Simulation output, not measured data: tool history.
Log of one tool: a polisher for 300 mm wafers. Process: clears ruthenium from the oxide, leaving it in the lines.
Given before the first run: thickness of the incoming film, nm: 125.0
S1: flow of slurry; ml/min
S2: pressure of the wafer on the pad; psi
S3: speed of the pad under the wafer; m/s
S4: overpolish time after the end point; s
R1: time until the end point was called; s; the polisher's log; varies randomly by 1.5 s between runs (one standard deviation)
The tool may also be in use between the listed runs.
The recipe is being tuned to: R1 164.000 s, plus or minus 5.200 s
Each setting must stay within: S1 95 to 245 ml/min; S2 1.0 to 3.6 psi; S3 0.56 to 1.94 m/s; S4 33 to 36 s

Run 1, hour 0.0: S1 155 ml/min, S2 2.3 psi, S3 1.24 m/s, S4 33 s. Result: R1 77.630 s.
Run 2, hour 4.7: S1 155 ml/min, S2 2.8 psi, S3 1.24 m/s, S4 33 s. Result: R1 63.670 s.
Run 3, hour 6.1: S1 155 ml/min, S2 2.8 psi, S3 1.24 m/s, S4 33 s. Result: R1 63.590 s.
Run 4, hour 7.8: S1 175 ml/min, S2 2.8 psi, S3 1.24 m/s, S4 33 s. Result: R1 62.373 s.
Run 5, hour 12.5: S1 170 ml/min, S2 2.2 psi, S3 1.16 m/s, S4 33 s. Result: R1 84.369 s.
Run 6, hour 16.2: S1 170 ml/min, S2 1.7 psi, S3 1.16 m/s, S4 33 s. Result: R1 107.930 s.
Run 7, hour 18.8: S1 165 ml/min, S2 1.5 psi, S3 1.12 m/s, S4 33 s. Result: R1 128.520 s.
Run 8, hour 25.5: S1 150 ml/min, S2 1.4 psi, S3 1.12 m/s, S4 33 s. Result: R1 137.730 s.
Run 9, hour 30.3: S1 140 ml/min, S2 1.3 psi, S3 1.12 m/s, S4 33 s. Result: R1 149.600 s.
Run 10, hour 36.4: S1 130 ml/min, S2 1.3 psi, S3 1.12 m/s, S4 33 s. Result: R1 152.220 s.
Run 11, hour 39.5: S1 125 ml/min, S2 1.3 psi, S3 1.12 m/s, S4 33 s. Result: R1 153.550 s.
Run 12, hour 43.5: S1 120 ml/min, S2 1.3 psi, S3 1.12 m/s, S4 33 s. Result: R1 155.030 s.

Below are 5 possible settings for the next run. Only one of them brings all results inside the allowed miss of their targets. Which is it?
Run A, hour 47.5: S1 130 ml/min, S2 1.4 psi, S3 1.08 m/s, S4 34 s. Result: R1 ?.
Run B, hour 47.5: S1 125 ml/min, S2 1.7 psi, S3 0.80 m/s, S4 33 s. Result: R1 ?.
Run C, hour 47.5: S1 105 ml/min, S2 1.3 psi, S3 1.20 m/s, S4 36 s. Result: R1 ?.
Run D, hour 47.5: S1 150 ml/min, S2 1.6 psi, S3 0.90 m/s, S4 36 s. Result: R1 ?.
Run E, hour 47.5: S1 135 ml/min, S2 1.3 psi, S3 1.12 m/s, S4 33 s. Result: R1 ?.

move       R1
   A  146.990
   B  164.080
   C  148.710
   D  150.410
   E  151.220
A: misses by more than the last run did
B: all results in spec
C: misses by more than the last run did
D: misses by more than the last run did
E: misses by more than the last run did
Move B is the one to make.
